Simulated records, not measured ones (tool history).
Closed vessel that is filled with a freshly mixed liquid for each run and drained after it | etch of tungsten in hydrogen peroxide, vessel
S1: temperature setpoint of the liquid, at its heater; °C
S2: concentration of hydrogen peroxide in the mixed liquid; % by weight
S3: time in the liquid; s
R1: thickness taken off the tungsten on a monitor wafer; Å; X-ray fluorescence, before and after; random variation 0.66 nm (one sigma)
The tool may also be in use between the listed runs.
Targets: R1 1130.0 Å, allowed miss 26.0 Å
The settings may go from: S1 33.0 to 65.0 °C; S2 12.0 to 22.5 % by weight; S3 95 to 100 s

run	hour	S1	S2	S3	R1
1	0.0	49.0	15.5	95	1508.8
2	3.3	48.0	15.5	95	1417.7
3	6.9	48.0	14.0	95	1342.1
4	9.3	48.0	12.0	95	1245.1
5	15.4	53.5	12.0	95	1754.5
6	16.0	53.5	14.0	95	1864.8
7	16.6	51.5	14.0	95	1659.8
8	21.4	50.0	14.0	95	1525.0
9	25.4	50.0	14.0	95	1521.7
10	26.9	49.0	14.0	95	1424.7
11	33.9	48.0	14.0	95	1337.2
12	38.0	47.5	14.0	95	1298.7
13	40.4	47.0	14.0	95	1251.4
14	48.9	46.5	14.0	95	1220.7
15	57.3	46.0	14.0	95	1183.9

Which of these 5 next moves meets every target?
A	65.7	45.0	13.0	95	?
B	65.7	46.5	12.0	95	?
C	65.7	45.0	14.0	100	?
D	65.7	46.0	13.5	100	?
E	65.7	48.0	12.0	95	?

move	R1
A	1064.2
B	1123.4
C	1162.5
D	1215.6
E	1233.2
A: takes the result that was furthest off past its target
B: meets every target
C: nearer than the last run, and not there yet
D: further off than the last run
E: further off than the last run
The right move is B.
